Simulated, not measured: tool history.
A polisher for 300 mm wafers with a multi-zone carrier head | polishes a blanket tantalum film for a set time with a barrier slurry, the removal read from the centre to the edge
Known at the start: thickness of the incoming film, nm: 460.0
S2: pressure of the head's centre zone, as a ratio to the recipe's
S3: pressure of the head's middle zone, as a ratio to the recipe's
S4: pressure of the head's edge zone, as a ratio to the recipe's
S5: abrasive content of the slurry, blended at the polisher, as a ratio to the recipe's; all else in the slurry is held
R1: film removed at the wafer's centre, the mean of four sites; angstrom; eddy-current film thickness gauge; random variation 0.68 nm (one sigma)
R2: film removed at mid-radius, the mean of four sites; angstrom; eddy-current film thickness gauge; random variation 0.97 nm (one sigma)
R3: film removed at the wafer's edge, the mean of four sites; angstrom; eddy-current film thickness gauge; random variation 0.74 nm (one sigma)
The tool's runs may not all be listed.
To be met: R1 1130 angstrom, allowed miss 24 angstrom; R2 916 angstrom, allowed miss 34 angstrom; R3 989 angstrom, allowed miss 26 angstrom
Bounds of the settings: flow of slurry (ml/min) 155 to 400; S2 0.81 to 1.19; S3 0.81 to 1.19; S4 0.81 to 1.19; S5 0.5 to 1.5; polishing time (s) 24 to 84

run 1 hour=0 | flow_of_slurry_(ml/min)=255 S2=1 S3=1 S4=1 S5=1 polishing_time_(s)=54 | R1=825.71 R2=824.63 R3=823.24
run 2 hour=5.5 | flow_of_slurry_(ml/min)=225 S2=1 S3=1 S4=1 S5=1 polishing_time_(s)=54 | R1=809.63 R2=796.83 R3=811.71
run 3 hour=10.4 | flow_of_slurry_(ml/min)=185 S2=1 S3=1 S4=1 S5=1 polishing_time_(s)=54 | R1=788.41 R2=788.64 R3=795.29
run 4 hour=13.8 | flow_of_slurry_(ml/min)=185 S2=1 S3=1 S4=1 S5=0.85 polishing_time_(s)=54 | R1=749.89 R2=745.46 R3=759.41
run 5 hour=15.5 | flow_of_slurry_(ml/min)=185 S2=1 S3=1 S4=0.94 S5=0.85 polishing_time_(s)=54 | R1=758.46 R2=750.51 R3=738.41
run 6 hour=23.9 | flow_of_slurry_(ml/min)=215 S2=1.04 S3=1 S4=0.98 S5=0.95 polishing_time_(s)=54 | R1=821.31 R2=802.98 R3=791.53
run 7 hour=29.3 | flow_of_slurry_(ml/min)=245 S2=1.07 S3=0.97 S4=1 S5=1 polishing_time_(s)=54 | R1=876.71 R2=790.23 R3=810.35
run 8 hour=32.1 | flow_of_slurry_(ml/min)=285 S2=1.17 S3=1.02 S4=1.1 S5=1.25 polishing_time_(s)=55 | R1=1061.2 R2=926.11 R3=943.74
run 9 hour=35.7 | flow_of_slurry_(ml/min)=295 S2=1.17 S3=1.01 S4=1.11 S5=1.25 polishing_time_(s)=55 | R1=1059.1 R2=912.34 R3=940.57
run 10 hour=38.7 | flow_of_slurry_(ml/min)=295 S2=1.17 S3=1.01 S4=1.11 S5=1.25 polishing_time_(s)=55 | R1=1051.7 R2=915.39 R3=917.81
run 11 hour=42.5 | flow_of_slurry_(ml/min)=290 S2=1.17 S3=1 S4=1.12 S5=1.3 polishing_time_(s)=55 | R1=1075.3 R2=908.1 R3=936.84
run 12 hour=43.2 | flow_of_slurry_(ml/min)=290 S2=1.17 S3=1 S4=1.14 S5=1.3 polishing_time_(s)=55 | R1=1069.5 R2=890.14 R3=945.64
run 13 hour=45.3 | flow_of_slurry_(ml/min)=295 S2=1.17 S3=1 S4=1.15 S5=1.3 polishing_time_(s)=55 | R1=1072.7 R2=907.02 R3=968.38
run 14 hour=47.6 | flow_of_slurry_(ml/min)=300 S2=1.17 S3=1 S4=1.15 S5=1.3 polishing_time_(s)=55 | R1=1088.5 R2=903.5 R3=950.51
run 15 hour=55.4 | flow_of_slurry_(ml/min)=295 S2=1.17 S3=1 S4=1.16 S5=1.3 polishing_time_(s)=55 | R1=1074.3 R2=904.59 R3=969.56
run 16 hour=62.4 | flow_of_slurry_(ml/min)=305 S2=1.17 S3=1 S4=1.16 S5=1.3 polishing_time_(s)=55 | R1=1074.4 R2=908.63 R3=973.65
run 17 hour=65.6 | flow_of_slurry_(ml/min)=310 S2=1.17 S3=1 S4=1.16 S5=1.3 polishing_time_(s)=55 | R1=1075.3 R2=910.21 R3=972.21
run 18 hour=68.7 | flow_of_slurry_(ml/min)=315 S2=1.17 S3=1 S4=1.16 S5=1.3 polishing_time_(s)=55 | R1=1074.6 R2=910.59 R3=963.97
run 19 hour=73.9 | flow_of_slurry_(ml/min)=315 S2=1.18 S3=0.99 S4=1.17 S5=1.35 polishing_time_(s)=55 | R1=1102 R2=926.33 R3=977.04
run 20 hour=77.6 | flow_of_slurry_(ml/min)=310 S2=1.18 S3=0.98 S4=1.17 S5=1.35 polishing_time_(s)=55 | R1=1103.2 R2=899.32 R3=978.84
run 21 hour=82.6 | flow_of_slurry_(ml/min)=315 S2=1.18 S3=0.98 S4=1.17 S5=1.35 polishing_time_(s)=55 | R1=1092.2 R2=894.95 R3=986.52
run 22 hour=83.1 | flow_of_slurry_(ml/min)=310 S2=1.18 S3=0.98 S4=1.16 S5=1.35 polishing_time_(s)=55 | R1=1085.2 R2=920.12 R3=983.01

Which of these 4 next moves meets every target?
run A hour=83.6 | flow_of_slurry_(ml/min)=320 S2=1.09 S3=0.86 S4=0.91 S5=1.25 polishing_time_(s)=63 | R1=? R2=? R3=?
run B hour=83.6 | flow_of_slurry_(ml/min)=280 S2=1.19 S3=0.96 S4=1.04 S5=1.5 polishing_time_(s)=55 | R1=? R2=? R3=?
run C hour=83.6 | flow_of_slurry_(ml/min)=335 S2=1.01 S3=0.96 S4=1.04 S5=1.45 polishing_time_(s)=58 | R1=? R2=? R3=?
run D hour=83.6 | flow_of_slurry_(ml/min)=385 S2=1.12 S3=1.01 S4=1.13 S5=1 polishing_time_(s)=58 | R1=? R2=? R3=?

move=A R1=1133.9 R2=913.03 R3=989.41
move=B R1=1114.3 R2=899.82 R3=941.85
move=C R1=1005.5 R2=957.16 R3=997.39
move=D R1=1027.1 R2=917.5 R3=947.5
A: meets every target
B: brings the result that was furthest off to its target, and leaves another outside
C: further off than the last run
D: further off than the last run
The right move is A.
